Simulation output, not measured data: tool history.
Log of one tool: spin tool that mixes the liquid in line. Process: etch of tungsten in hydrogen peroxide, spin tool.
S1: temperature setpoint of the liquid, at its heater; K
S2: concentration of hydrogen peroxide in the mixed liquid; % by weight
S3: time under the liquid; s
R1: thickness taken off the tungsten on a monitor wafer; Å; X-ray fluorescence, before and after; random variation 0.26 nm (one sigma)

run 1 hour=0 | S1=323.15 S2=20 S3=55 | R1=570.46
run 2 hour=4.2 | S1=323.65 S2=20 S3=55 | R1=588.16
run 3 hour=7.6 | S1=320.15 S2=20 S3=55 | R1=470.83
run 4 hour=15.5 | S1=315.65 S2=20 S3=55 | R1=355.55
run 5 hour=18.4 | S1=317.65 S2=20 S3=55 | R1=405.34
run 6 hour=19.9 | S1=317.65 S2=20 S3=60 | R1=442.06
run 7 hour=23.5 | S1=319.15 S2=20 S3=60 | R1=485.06
run 8 hour=32.4 | S1=320.15 S2=20 S3=60 | R1=518.11
run 9 hour=36.4 | S1=321.15 S2=20 S3=60 | R1=547.46
run 10 hour=42.8 | S1=321.65 S2=20 S3=60 | R1=567.69
run 11 hour=45 | S1=322.15 S2=20 S3=60 | R1=580.7
run 12 hour=48.1 | S1=322.65 S2=20 S3=60 | R1=601.81
run 13 hour=51 | S1=323.15 S2=20 S3=60 | R1=620.05

Run 14 comes next. What will it give?
run 14 hour=54.4 | S1=323.15 S2=20 S3=60 | R1=?

R1: 622.81 Å
